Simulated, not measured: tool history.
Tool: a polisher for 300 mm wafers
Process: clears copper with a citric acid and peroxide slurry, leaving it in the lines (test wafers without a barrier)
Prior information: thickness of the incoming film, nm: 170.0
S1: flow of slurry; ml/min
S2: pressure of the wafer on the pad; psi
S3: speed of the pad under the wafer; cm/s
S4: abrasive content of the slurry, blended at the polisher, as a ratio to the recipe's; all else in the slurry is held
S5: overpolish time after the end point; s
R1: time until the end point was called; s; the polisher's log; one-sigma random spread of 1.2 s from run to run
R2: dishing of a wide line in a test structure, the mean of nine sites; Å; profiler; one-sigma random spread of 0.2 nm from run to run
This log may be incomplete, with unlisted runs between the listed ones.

| run | hour | S1 | S2 | S3 | S4 | S5 | R1 | R2 |
|---|---|---|---|---|---|---|---|---|
| 1 | 0.0 | 215 | 2.5 | 94 | 1.00 | 19 | 110.440 | 232.79 |
| 2 | 7.8 | 210 | 2.4 | 94 | 1.00 | 19 | 114.170 | 217.01 |
| 3 | 12.2 | 210 | 2.4 | 94 | 1.15 | 19 | 109.630 | 225.29 |
| 4 | 19.7 | 210 | 3.0 | 94 | 1.15 | 19 | 88.903 | 281.80 |
| 5 | 21.6 | 210 | 3.0 | 94 | 1.35 | 19 | 85.934 | 288.75 |
| 6 | 25.7 | 210 | 3.0 | 108 | 1.35 | 19 | 74.960 | 322.15 |
| 7 | 27.1 | 205 | 2.7 | 108 | 1.35 | 20 | 83.129 | 300.50 |

What will run 8 give?
| 8 | 33.5 | 205 | 2.7 | 108 | 1.35 | 20 | ? | ? |

R1: 82.509 s
R2: 310.68 Å
